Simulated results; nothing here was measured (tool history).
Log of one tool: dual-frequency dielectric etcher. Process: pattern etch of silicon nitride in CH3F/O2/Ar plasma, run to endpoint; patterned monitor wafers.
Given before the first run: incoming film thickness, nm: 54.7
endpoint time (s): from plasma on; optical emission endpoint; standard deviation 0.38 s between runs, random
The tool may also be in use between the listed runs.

{"run": 1, "hour": 0.0, "source power (W)": 510, "bias power (W)": 90, "endpoint time (s)": 70.708}
{"run": 2, "hour": 3.9, "source power (W)": 570, "bias power (W)": 90, "endpoint time (s)": 67.01}
{"run": 3, "hour": 11.8, "source power (W)": 640, "bias power (W)": 90, "endpoint time (s)": 63.437}
{"run": 4, "hour": 17.5, "source power (W)": 640, "bias power (W)": 104, "endpoint time (s)": 59.21}
{"run": 5, "hour": 21.3, "source power (W)": 590, "bias power (W)": 98, "endpoint time (s)": 63.784}
{"run": 6, "hour": 23.4, "source power (W)": 550, "bias power (W)": 93, "endpoint time (s)": 67.296}

Run 7, settings as shown, results not yet in. Your forecast:
{"run": 7, "hour": 25.9, "source power (W)": 510, "bias power (W)": 89, "endpoint time (s)": "?"}

Logged for run 7: endpoint time (s) 70.546.

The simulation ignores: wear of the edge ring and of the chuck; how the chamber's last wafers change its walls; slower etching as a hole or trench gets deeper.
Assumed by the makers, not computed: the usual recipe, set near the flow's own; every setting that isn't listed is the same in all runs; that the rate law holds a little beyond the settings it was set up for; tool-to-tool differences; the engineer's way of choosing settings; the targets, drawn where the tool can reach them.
